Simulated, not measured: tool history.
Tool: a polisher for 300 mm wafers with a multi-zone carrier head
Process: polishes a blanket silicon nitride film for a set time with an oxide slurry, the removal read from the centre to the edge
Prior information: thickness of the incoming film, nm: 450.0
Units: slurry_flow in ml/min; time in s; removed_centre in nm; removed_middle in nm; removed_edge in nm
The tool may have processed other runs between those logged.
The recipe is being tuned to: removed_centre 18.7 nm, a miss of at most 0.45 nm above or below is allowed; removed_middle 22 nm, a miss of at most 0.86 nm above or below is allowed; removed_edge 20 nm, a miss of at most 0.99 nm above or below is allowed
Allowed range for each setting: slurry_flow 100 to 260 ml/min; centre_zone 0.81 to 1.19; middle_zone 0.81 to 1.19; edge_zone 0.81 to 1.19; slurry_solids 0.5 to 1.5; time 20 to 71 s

run	hour	slurry_flow	centre_zone	middle_zone	edge_zone	slurry_solids	time	removed_centre	removed_middle	removed_edge
1	0	165	1	1	1	1	45	32.863	32.958	31.373
2	8.8	150	1	1	1	1	45	31.992	33.091	32.059
3	16.5	150	1	1	0.94	1	45	32.015	32.447	30.949
4	20.1	150	1.07	1	0.94	1	45	33.852	31.961	30.869
5	21.5	150	1.07	1.06	0.94	1	45	34.146	34.249	30.852
6	28.7	190	1.07	1.06	0.94	1	45	35.214	35.736	32.265
7	36.1	175	1.01	1.04	0.92	0.85	43	29.885	31.256	26.853
8	44.1	160	0.96	1.02	0.97	0.75	41	25.538	27.138	25.642
9	50.5	155	0.92	1.01	0.94	0.7	41	23.772	25.913	23.892
10	58.3	155	0.92	1.01	0.94	0.7	41	23.561	25.945	24.49
11	66.2	155	0.9	1.01	0.91	0.65	40	22.23	24.659	22.39
12	74.9	145	0.88	1	0.89	0.65	40	21.417	24.08	21.736
13	82.8	135	0.86	0.99	0.88	0.65	40	20.748	24.107	21.966
14	83.4	140	0.84	0.97	0.85	0.5	39	17.819	20.642	18.7
15	87.5	145	0.84	0.98	0.87	0.5	39	17.748	20.649	19.14
16	90.4	150	0.85	0.99	0.88	0.5	39	18.195	20.218	19.44
17	98.6	145	0.85	1.01	0.88	0.5	39	18.019	21.366	19.091
18	103.3	150	0.85	1.01	0.89	0.5	39	18.122	21.355	19.348

Which one of the following 4 next-run settings gets every result inside its allowed miss? There is exactly one.
A	108	145	0.93	1.01	0.88	0.5	41	?	?	?
B	108	175	0.87	1.14	0.81	0.6	35	?	?	?
C	108	220	0.84	0.97	0.86	0.5	40	?	?	?
D	108	120	0.81	0.97	0.82	0.7	37	?	?	?

move	removed_centre	removed_middle	removed_edge
A	20.395	22.283	20.408
B	18.65	23.426	18.661
C	19.729	22.459	20.636
D	18.565	21.987	20.318
A: carries the result that was furthest off beyond its target, to the other side
B: corrects the largest miss of the last run, while another result sits out of spec
C: carries the result that was furthest off beyond its target, to the other side
D: hits every target within its allowed miss
Move D is the one to make.
